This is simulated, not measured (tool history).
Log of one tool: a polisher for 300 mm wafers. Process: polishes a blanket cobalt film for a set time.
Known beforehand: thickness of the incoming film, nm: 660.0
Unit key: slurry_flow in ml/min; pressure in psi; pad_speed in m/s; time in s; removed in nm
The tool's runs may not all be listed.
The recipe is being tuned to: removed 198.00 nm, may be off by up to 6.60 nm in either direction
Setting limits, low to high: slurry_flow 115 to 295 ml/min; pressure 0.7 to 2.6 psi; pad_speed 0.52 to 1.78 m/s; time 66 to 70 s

run	day	slurry_flow	pressure	pad_speed	time	removed
1	0.000	190	1.6	1.14	66	326.42
2	0.096	160	1.6	1.14	66	316.62
3	0.271	160	1.9	1.14	66	377.63
4	0.479	160	1.9	1.36	66	439.95
5	0.621	160	1.8	1.34	66	408.68
6	0.800	190	1.8	1.34	66	420.91
7	0.992	165	1.3	1.28	66	288.81
8	1.350	165	1.2	1.28	66	268.20

Consider the 4 candidate settings below. Which is the only one whose results all fall within their allowed miss of target?
A	1.708	115	1.2	1.72	70	?
B	1.708	165	0.8	1.24	67	?
C	1.708	200	1.1	0.92	66	?
D	1.708	165	1.5	1.70	70	?

move	removed
A	340.89
B	180.85
C	195.99
D	448.50
A: the biggest miss grows against the last run
B: carries the result that was furthest off beyond its target, to the other side
C: every result lands within tolerance
D: the biggest miss grows against the last run
Go with C: it meets all targets.

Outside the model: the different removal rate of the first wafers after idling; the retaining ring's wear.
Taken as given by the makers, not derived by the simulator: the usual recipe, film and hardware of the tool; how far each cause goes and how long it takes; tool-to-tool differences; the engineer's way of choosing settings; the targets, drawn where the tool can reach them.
